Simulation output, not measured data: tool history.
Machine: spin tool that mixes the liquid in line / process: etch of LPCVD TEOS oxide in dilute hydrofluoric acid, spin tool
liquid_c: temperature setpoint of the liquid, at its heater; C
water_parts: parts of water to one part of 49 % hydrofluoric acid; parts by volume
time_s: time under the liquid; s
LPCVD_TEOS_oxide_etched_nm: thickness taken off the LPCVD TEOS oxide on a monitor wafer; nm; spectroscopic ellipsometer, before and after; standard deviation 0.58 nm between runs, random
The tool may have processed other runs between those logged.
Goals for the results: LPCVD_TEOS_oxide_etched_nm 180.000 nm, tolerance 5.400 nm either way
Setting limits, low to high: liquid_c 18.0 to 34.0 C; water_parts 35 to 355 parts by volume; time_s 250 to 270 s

Run 1, hour 0.0: liquid_c 26.0 C, water_parts 195 parts by volume, time_s 250 s. Result: LPCVD_TEOS_oxide_etched_nm 41.313 nm.
Run 2, hour 2.2: liquid_c 26.0 C, water_parts 195 parts by volume, time_s 270 s. Result: LPCVD_TEOS_oxide_etched_nm 44.411 nm.
Run 3, hour 10.5: liquid_c 26.0 C, water_parts 255 parts by volume, time_s 270 s. Result: LPCVD_TEOS_oxide_etched_nm 31.992 nm.
Run 4, hour 14.1: liquid_c 23.0 C, water_parts 255 parts by volume, time_s 270 s. Result: LPCVD_TEOS_oxide_etched_nm 28.870 nm.
Run 5, hour 22.7: liquid_c 25.5 C, water_parts 205 parts by volume, time_s 270 s. Result: LPCVD_TEOS_oxide_etched_nm 41.254 nm.
Run 6, hour 26.1: liquid_c 27.5 C, water_parts 165 parts by volume, time_s 270 s. Result: LPCVD_TEOS_oxide_etched_nm 57.673 nm.
Run 7, hour 29.8: liquid_c 29.0 C, water_parts 135 parts by volume, time_s 270 s. Result: LPCVD_TEOS_oxide_etched_nm 77.263 nm.
Run 8, hour 36.5: liquid_c 30.0 C, water_parts 115 parts by volume, time_s 270 s. Result: LPCVD_TEOS_oxide_etched_nm 97.060 nm.
Run 9, hour 38.4: liquid_c 31.0 C, water_parts 100 parts by volume, time_s 270 s. Result: LPCVD_TEOS_oxide_etched_nm 117.500 nm.
Run 10, hour 46.8: liquid_c 31.5 C, water_parts 90 parts by volume, time_s 270 s. Result: LPCVD_TEOS_oxide_etched_nm 136.150 nm.
Run 11, hour 54.4: liquid_c 34.0 C, water_parts 65 parts by volume, time_s 270 s. Result: LPCVD_TEOS_oxide_etched_nm 213.640 nm.
Run 12, hour 60.7: liquid_c 33.5 C, water_parts 65 parts by volume, time_s 270 s. Result: LPCVD_TEOS_oxide_etched_nm 211.240 nm.
Run 13, hour 62.7: liquid_c 33.0 C, water_parts 65 parts by volume, time_s 270 s. Result: LPCVD_TEOS_oxide_etched_nm 206.250 nm.
Run 14, hour 65.4: liquid_c 32.5 C, water_parts 65 parts by volume, time_s 270 s. Result: LPCVD_TEOS_oxide_etched_nm 202.800 nm.
Run 15, hour 71.0: liquid_c 32.0 C, water_parts 65 parts by volume, time_s 270 s. Result: LPCVD_TEOS_oxide_etched_nm 199.160 nm.
Run 16, hour 73.2: liquid_c 31.5 C, water_parts 65 parts by volume, time_s 270 s. Result: LPCVD_TEOS_oxide_etched_nm 195.810 nm.
Run 17, hour 79.5: liquid_c 31.0 C, water_parts 65 parts by volume, time_s 270 s. Result: LPCVD_TEOS_oxide_etched_nm 190.420 nm.
Run 18, hour 87.3: liquid_c 30.5 C, water_parts 65 parts by volume, time_s 270 s. Result: LPCVD_TEOS_oxide_etched_nm 187.970 nm.

Which of these 4 next moves meets every target?
Run A, hour 95.1: liquid_c 30.0 C, water_parts 70 parts by volume, time_s 270 s. Result: LPCVD_TEOS_oxide_etched_nm ?.
Run B, hour 95.1: liquid_c 34.0 C, water_parts 80 parts by volume, time_s 265 s. Result: LPCVD_TEOS_oxide_etched_nm ?.
Run C, hour 95.1: liquid_c 32.0 C, water_parts 75 parts by volume, time_s 270 s. Result: LPCVD_TEOS_oxide_etched_nm ?.
Run D, hour 95.1: liquid_c 31.5 C, water_parts 70 parts by volume, time_s 270 s. Result: LPCVD_TEOS_oxide_etched_nm ?.

move  LPCVD_TEOS_oxide_etched_nm
   A                     170.340
   B                     167.470
   C                     170.270
   D                     180.400
A: takes the biggest miss from the last run beyond its target
B: takes the biggest miss from the last run beyond its target
C: takes the biggest miss from the last run beyond its target
D: each result inside its tolerance
The right move is D.
